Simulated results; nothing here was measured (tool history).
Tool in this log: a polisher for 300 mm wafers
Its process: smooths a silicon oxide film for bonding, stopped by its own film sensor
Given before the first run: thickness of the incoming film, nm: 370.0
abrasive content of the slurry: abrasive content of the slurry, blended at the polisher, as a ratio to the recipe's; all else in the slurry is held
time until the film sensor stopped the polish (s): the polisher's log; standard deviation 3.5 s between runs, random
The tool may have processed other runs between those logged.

run,hour,flow of slurry (ml/min),pressure of the wafer on the pad (psi),speed of the pad under the wafer (cm/s),abrasive content of the slurry,target thickness at which the film sensor stops the polish (Å),time until the film sensor stopped the polish (s)
1,0,275,1.9,114,1,3020,114.26
2,1.4,275,1.7,110,1,3020,128.57
3,10.3,275,1.7,110,1.2,3020,118.96
4,17.7,275,1.7,110,1.1,3020,123.58
5,22.8,275,1.5,106,1.1,3020,145.26
6,31.6,275,1.4,104,1.1,3020,156.46
7,39.2,275,1.4,104,1.1,3020,153.71
8,39.8,275,1.3,102,1.1,3020,165.4

Predict the results of run 9:
9,48.3,275,1.3,102,1.1,3020,?

{"run 9": {"time until the film sensor stopped the polish (s)": 169.92}}
